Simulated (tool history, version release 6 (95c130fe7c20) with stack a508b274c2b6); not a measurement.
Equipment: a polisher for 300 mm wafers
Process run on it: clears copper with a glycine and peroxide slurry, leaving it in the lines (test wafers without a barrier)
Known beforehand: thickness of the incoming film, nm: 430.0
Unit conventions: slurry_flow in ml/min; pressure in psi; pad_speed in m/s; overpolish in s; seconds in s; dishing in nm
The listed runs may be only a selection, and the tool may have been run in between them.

run 1 hour=0 | slurry_flow=270 pressure=2.5 pad_speed=1.16 overpolish=13 | seconds=61.395 dishing=55.654
run 2 hour=2.5 | slurry_flow=255 pressure=2.1 pad_speed=1.24 overpolish=11 | seconds=68.345 dishing=44.255
run 3 hour=8.9 | slurry_flow=255 pressure=1.6 pad_speed=1.24 overpolish=11 | seconds=87.469 dishing=36.009
run 4 hour=14.8 | slurry_flow=230 pressure=1.6 pad_speed=1.3 overpolish=9 | seconds=82.079 dishing=30.903
run 5 hour=15.5 | slurry_flow=180 pressure=1.6 pad_speed=1.3 overpolish=9 | seconds=83.201 dishing=29.278
run 6 hour=23.6 | slurry_flow=175 pressure=1.5 pad_speed=1.42 overpolish=8 | seconds=83.324 dishing=26.949
run 7 hour=27.3 | slurry_flow=180 pressure=1.3 pad_speed=1.74 overpolish=4 | seconds=76.89 dishing=14.737
run 8 hour=29.3 | slurry_flow=180 pressure=1.9 pad_speed=1.74 overpolish=4 | seconds=58.369 dishing=20.432
run 9 hour=35.8 | slurry_flow=180 pressure=1.9 pad_speed=1.74 overpolish=4 | seconds=58.691 dishing=20.409

The next listed run, before its measurement:
run 10 hour=40.8 | slurry_flow=180 pressure=1.8 pad_speed=1.74 overpolish=4 | seconds=? dishing=?

seconds: 60.991 s
dishing: 19.704 nm

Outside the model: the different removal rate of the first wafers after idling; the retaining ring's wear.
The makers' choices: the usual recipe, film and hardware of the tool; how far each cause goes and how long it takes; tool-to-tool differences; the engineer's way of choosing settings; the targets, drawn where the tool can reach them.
